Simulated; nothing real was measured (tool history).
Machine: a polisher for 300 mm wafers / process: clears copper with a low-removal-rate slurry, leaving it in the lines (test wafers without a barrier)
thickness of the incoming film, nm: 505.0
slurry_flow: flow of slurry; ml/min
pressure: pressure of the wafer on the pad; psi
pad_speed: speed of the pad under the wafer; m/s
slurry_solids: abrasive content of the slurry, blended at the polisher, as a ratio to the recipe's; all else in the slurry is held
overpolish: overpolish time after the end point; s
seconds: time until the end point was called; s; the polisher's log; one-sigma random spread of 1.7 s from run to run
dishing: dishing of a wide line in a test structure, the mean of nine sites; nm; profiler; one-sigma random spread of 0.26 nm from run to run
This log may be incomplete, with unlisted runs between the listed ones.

{"run": 1, "hour": 0.0, "slurry_flow": 250, "pressure": 4.1, "pad_speed": 0.96, "slurry_solids": 1.0, "overpolish": 8, "seconds": 157.36, "dishing": 19.633}
{"run": 2, "hour": 2.5, "slurry_flow": 250, "pressure": 4.1, "pad_speed": 0.96, "slurry_solids": 1.0, "overpolish": 10, "seconds": 159.7, "dishing": 23.573}
{"run": 3, "hour": 3.5, "slurry_flow": 250, "pressure": 4.1, "pad_speed": 1.16, "slurry_solids": 1.0, "overpolish": 10, "seconds": 129.05, "dishing": 28.454}
{"run": 4, "hour": 11.3, "slurry_flow": 250, "pressure": 4.1, "pad_speed": 1.16, "slurry_solids": 0.9, "overpolish": 10, "seconds": 135.98, "dishing": 27.157}
{"run": 5, "hour": 17.9, "slurry_flow": 250, "pressure": 4.0, "pad_speed": 1.16, "slurry_solids": 0.9, "overpolish": 9, "seconds": 133.54, "dishing": 25.045}
{"run": 6, "hour": 21.8, "slurry_flow": 250, "pressure": 3.1, "pad_speed": 1.16, "slurry_solids": 0.9, "overpolish": 9, "seconds": 174.92, "dishing": 19.73}
{"hour": 25.7, "done": "slurry nozzle cleaned"}
{"run": 7, "hour": 25.7, "slurry_flow": 250, "pressure": 3.1, "pad_speed": 1.16, "slurry_solids": 0.9, "overpolish": 9, "seconds": 170.61, "dishing": 19.71}
{"run": 8, "hour": 29.7, "slurry_flow": 250, "pressure": 3.2, "pad_speed": 1.16, "slurry_solids": 0.9, "overpolish": 8, "seconds": 164.65, "dishing": 18.17}

Run 9 comes next. What will it give?
{"run": 9, "hour": 32.5, "slurry_flow": 250, "pressure": 3.2, "pad_speed": 1.16, "slurry_solids": 0.9, "overpolish": 7, "seconds": "?", "dishing": "?"}

{"run 9": {"seconds": 166.17, "dishing": 15.978}}

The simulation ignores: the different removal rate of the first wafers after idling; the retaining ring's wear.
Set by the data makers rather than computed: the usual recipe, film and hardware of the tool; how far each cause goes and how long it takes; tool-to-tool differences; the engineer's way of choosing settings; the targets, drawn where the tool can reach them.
